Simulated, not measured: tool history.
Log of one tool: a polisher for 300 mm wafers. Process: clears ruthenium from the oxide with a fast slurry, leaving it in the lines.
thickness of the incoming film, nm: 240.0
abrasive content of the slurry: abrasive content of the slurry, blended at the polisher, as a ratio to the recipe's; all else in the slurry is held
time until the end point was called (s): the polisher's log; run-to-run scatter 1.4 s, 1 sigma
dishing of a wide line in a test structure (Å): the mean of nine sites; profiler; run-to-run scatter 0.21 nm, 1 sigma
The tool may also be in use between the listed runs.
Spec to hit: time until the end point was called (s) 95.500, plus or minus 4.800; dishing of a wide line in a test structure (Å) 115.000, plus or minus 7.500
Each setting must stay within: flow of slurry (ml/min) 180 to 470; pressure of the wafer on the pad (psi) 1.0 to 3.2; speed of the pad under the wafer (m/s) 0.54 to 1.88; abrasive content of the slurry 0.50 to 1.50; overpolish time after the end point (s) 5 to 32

| run | day | flow of slurry (ml/min) | pressure of the wafer on the pad (psi) | speed of the pad under the wafer (m/s) | abrasive content of the slurry | overpolish time after the end point (s) | time until the end point was called (s) | dishing of a wide line in a test structure (Å) |
|---|---|---|---|---|---|---|---|---|
| 1 | 0.000 | 300 | 2.1 | 1.20 | 1.00 | 16 | 56.193 | 528.620 |
| 2 | 0.292 | 300 | 1.9 | 1.06 | 1.00 | 12 | 67.766 | 358.920 |
| 3 | 0.617 | 300 | 1.9 | 1.06 | 0.80 | 12 | 79.202 | 297.690 |
| 4 | 0.858 | 300 | 2.4 | 1.06 | 0.80 | 12 | 64.942 | 378.210 |
| 5 | 1.138 | 305 | 1.9 | 1.18 | 0.70 | 10 | 81.824 | 248.520 |
| 6 | 1.392 | 340 | 1.6 | 1.38 | 0.65 | 8 | 90.166 | 199.090 |
| 7 | 1.612 | 340 | 1.6 | 1.38 | 0.65 | 8 | 88.865 | 193.040 |
| 8 | 1.738 | 385 | 1.4 | 1.54 | 0.60 | 7 | 95.075 | 161.040 |
| 9 | 1.971 | 415 | 1.3 | 1.66 | 0.55 | 6 | 109.710 | 123.620 |
| 10 | 2.071 | 435 | 1.4 | 1.74 | 0.55 | 6 | 97.485 | 137.630 |
| 11 | 2.325 | 445 | 1.4 | 1.78 | 0.55 | 6 | 93.414 | 143.880 |
| 12 | 2.346 | 455 | 1.4 | 1.82 | 0.55 | 6 | 90.602 | 143.920 |
| 13 | 2.633 | 460 | 1.4 | 1.84 | 0.55 | 6 | 92.241 | 145.290 |
| 14 | 2.971 | 465 | 1.4 | 1.86 | 0.55 | 6 | 88.273 | 148.860 |
| 15 | 3.325 | 470 | 1.3 | 1.88 | 0.50 | 5 | 108.850 | 101.670 |
| 16 | 3.675 | 470 | 1.3 | 1.88 | 0.50 | 5 | 107.530 | 101.910 |
| 17 | 4.050 | 470 | 1.4 | 1.88 | 0.50 | 5 | 101.690 | 107.180 |
| 18 | 4.317 | 465 | 1.4 | 1.88 | 0.50 | 5 | 102.700 | 107.320 |
|  | 4.375 | head pressure recalibrated |
| 19 | 4.375 | 465 | 1.5 | 1.88 | 0.50 | 5 | 105.800 | 109.240 |
| 20 | 4.508 | 470 | 1.4 | 1.88 | 0.75 | 5 | 67.594 | 168.380 |
| 21 | 4.600 | 470 | 1.4 | 1.88 | 0.75 | 5 | 66.141 | 160.990 |
| 22 | 4.658 | 470 | 1.0 | 1.62 | 0.75 | 5 | 105.030 | 106.040 |
| 23 | 4.992 | 470 | 1.0 | 1.66 | 0.75 | 5 | 101.440 | 108.490 |

4 candidate next runs follow, results not yet known. Just one meets every target within its allowed miss. Identify it.
| A | 5.325 | 410 | 1.0 | 1.66 | 0.65 | 5 | ? | ? |
| B | 5.325 | 465 | 1.0 | 1.88 | 0.70 | 5 | ? | ? |
| C | 5.325 | 470 | 1.0 | 1.62 | 0.75 | 5 | ? | ? |
| D | 5.325 | 470 | 1.1 | 1.62 | 0.65 | 5 | ? | ? |

| move | time until the end point was called (s) | dishing of a wide line in a test structure (Å) |
|---|---|---|
| A | 118.760 | 92.156 |
| B | 96.675 | 112.480 |
| C | 104.780 | 104.060 |
| D | 111.130 | 98.290 |
A: moves away from the targets compared with the last run
B: all results land within tolerance of their targets
C: moves away from the targets compared with the last run
D: moves away from the targets compared with the last run
Move B is the one to make.

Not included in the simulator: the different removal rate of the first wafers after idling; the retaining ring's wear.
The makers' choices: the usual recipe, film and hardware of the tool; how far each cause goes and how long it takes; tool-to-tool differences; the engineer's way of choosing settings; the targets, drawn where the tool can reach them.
